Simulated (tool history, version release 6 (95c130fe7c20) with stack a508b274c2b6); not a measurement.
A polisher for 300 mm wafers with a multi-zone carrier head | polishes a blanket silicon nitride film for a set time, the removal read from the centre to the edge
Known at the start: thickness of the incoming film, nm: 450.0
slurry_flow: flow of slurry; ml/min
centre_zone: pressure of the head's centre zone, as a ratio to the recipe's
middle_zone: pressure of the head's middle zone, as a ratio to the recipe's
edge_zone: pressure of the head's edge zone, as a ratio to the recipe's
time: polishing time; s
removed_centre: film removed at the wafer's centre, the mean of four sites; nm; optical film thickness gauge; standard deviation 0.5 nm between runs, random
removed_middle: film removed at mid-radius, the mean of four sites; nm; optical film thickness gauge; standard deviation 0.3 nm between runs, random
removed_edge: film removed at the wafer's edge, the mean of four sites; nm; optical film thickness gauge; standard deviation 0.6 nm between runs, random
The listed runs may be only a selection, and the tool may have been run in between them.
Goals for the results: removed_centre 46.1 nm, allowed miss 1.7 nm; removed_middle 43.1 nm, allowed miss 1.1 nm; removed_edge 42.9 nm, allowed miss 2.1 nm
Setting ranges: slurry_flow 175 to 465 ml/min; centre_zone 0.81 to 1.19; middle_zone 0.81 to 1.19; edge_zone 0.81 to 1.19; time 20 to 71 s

run,hour,slurry_flow,centre_zone,middle_zone,edge_zone,time,removed_centre,removed_middle,removed_edge
1,0,295,1,1,1,45,66.358,67.728,70.018
2,4.1,295,1.01,0.99,0.97,42,63.978,63.368,65.126
3,10.1,295,1.01,0.98,0.95,39,57.644,57.126,60.432
4,17.6,295,1.01,0.92,0.95,39,58.352,54.802,61.637
# hour 25.3: edge zone pressure recalibrated
5,25.3,295,0.98,0.92,0.95,39,56.585,54.446,58.067
6,33.8,300,0.96,0.9,0.92,38,54.633,52.734,54.039
7,34.7,295,0.95,0.88,0.91,37,52.759,50.573,55.234
8,41.1,325,0.95,0.87,0.89,36,52.237,48.895,51.688
9,45,330,0.94,0.86,0.88,35,49.383,47.269,51.39
10,47.7,300,0.95,0.87,0.87,34,48.317,46.409,48.236

Below are 5 possible settings for the next run. Only one of them brings all results inside the allowed miss of their targets. Which is it?
A,50.4,315,0.98,0.89,0.81,31,?,?,?
B,50.4,340,0.82,0.83,1.01,39,?,?,?
C,50.4,295,0.93,0.81,1.11,33,?,?,?
D,50.4,405,0.85,0.81,1.15,35,?,?,?
E,50.4,300,1.02,0.85,1.04,33,?,?,?

move,removed_centre,removed_middle,removed_edge
A,45.918,42.921,42.299
B,48.632,51.385,59.282
C,45.995,41.997,52.018
D,45.979,45.85,57.435
E,50.597,43.747,50.392
A: each result inside its tolerance
B: the biggest miss grows against the last run
C: carries the result that was furthest off beyond its target, to the other side
D: the biggest miss grows against the last run
E: corrects the largest miss of the last run, while another result sits out of spec
Go with A: it meets all targets.
